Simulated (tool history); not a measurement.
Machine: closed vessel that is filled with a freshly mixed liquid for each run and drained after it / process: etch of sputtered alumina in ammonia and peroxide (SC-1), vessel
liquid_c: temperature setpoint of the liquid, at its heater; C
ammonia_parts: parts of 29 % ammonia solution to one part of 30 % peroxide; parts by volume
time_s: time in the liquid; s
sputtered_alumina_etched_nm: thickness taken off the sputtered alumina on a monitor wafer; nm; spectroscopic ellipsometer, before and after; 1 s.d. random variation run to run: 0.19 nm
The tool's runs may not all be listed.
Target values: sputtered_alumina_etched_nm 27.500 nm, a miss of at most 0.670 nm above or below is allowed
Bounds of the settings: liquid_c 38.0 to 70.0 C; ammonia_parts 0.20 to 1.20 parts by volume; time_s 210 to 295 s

{"run": 1, "hour": 0.0, "liquid_c": 54.0, "ammonia_parts": 0.8, "time_s": 295, "sputtered_alumina_etched_nm": 21.079}
{"run": 2, "hour": 2.7, "liquid_c": 54.0, "ammonia_parts": 1.05, "time_s": 295, "sputtered_alumina_etched_nm": 21.588}
{"run": 3, "hour": 11.2, "liquid_c": 55.0, "ammonia_parts": 1.05, "time_s": 295, "sputtered_alumina_etched_nm": 22.693}
{"run": 4, "hour": 20.4, "liquid_c": 56.0, "ammonia_parts": 1.05, "time_s": 295, "sputtered_alumina_etched_nm": 23.748}
{"run": 5, "hour": 25.6, "liquid_c": 51.5, "ammonia_parts": 1.05, "time_s": 295, "sputtered_alumina_etched_nm": 18.591}
{"run": 6, "hour": 34.8, "liquid_c": 51.5, "ammonia_parts": 1.05, "time_s": 295, "sputtered_alumina_etched_nm": 18.9}
{"run": 7, "hour": 37.5, "liquid_c": 53.5, "ammonia_parts": 1.05, "time_s": 295, "sputtered_alumina_etched_nm": 20.612}
{"run": 8, "hour": 44.2, "liquid_c": 55.0, "ammonia_parts": 1.05, "time_s": 295, "sputtered_alumina_etched_nm": 22.568}
{"run": 9, "hour": 50.5, "liquid_c": 55.0, "ammonia_parts": 1.05, "time_s": 295, "sputtered_alumina_etched_nm": 22.783}
{"run": 10, "hour": 53.6, "liquid_c": 56.0, "ammonia_parts": 1.05, "time_s": 295, "sputtered_alumina_etched_nm": 23.966}
{"run": 11, "hour": 62.9, "liquid_c": 56.5, "ammonia_parts": 1.05, "time_s": 295, "sputtered_alumina_etched_nm": 24.438}
{"run": 12, "hour": 66.5, "liquid_c": 57.0, "ammonia_parts": 1.05, "time_s": 295, "sputtered_alumina_etched_nm": 24.737}
{"run": 13, "hour": 69.4, "liquid_c": 59.5, "ammonia_parts": 1.05, "time_s": 295, "sputtered_alumina_etched_nm": 28.63}

Of the 4 settings listed for the next run, only one would bring every result within its allowed miss of target. Which one?
{"run": "A", "hour": 72.3, "liquid_c": 59.5, "ammonia_parts": 0.95, "time_s": 285, "sputtered_alumina_etched_nm": "?"}
{"run": "B", "hour": 72.3, "liquid_c": 60.0, "ammonia_parts": 1.0, "time_s": 295, "sputtered_alumina_etched_nm": "?"}
{"run": "C", "hour": 72.3, "liquid_c": 59.5, "ammonia_parts": 1.1, "time_s": 295, "sputtered_alumina_etched_nm": "?"}
{"run": "D", "hour": 72.3, "liquid_c": 61.0, "ammonia_parts": 1.2, "time_s": 290, "sputtered_alumina_etched_nm": "?"}

move=A sputtered_alumina_etched_nm=27.059
move=B sputtered_alumina_etched_nm=28.877
move=C sputtered_alumina_etched_nm=28.400
move=D sputtered_alumina_etched_nm=30.397
A: every result lands within tolerance
B: misses by more than the last run did
C: nearer the targets than the last run, but a result is still out of spec
D: misses by more than the last run did
Move A is the one to make.
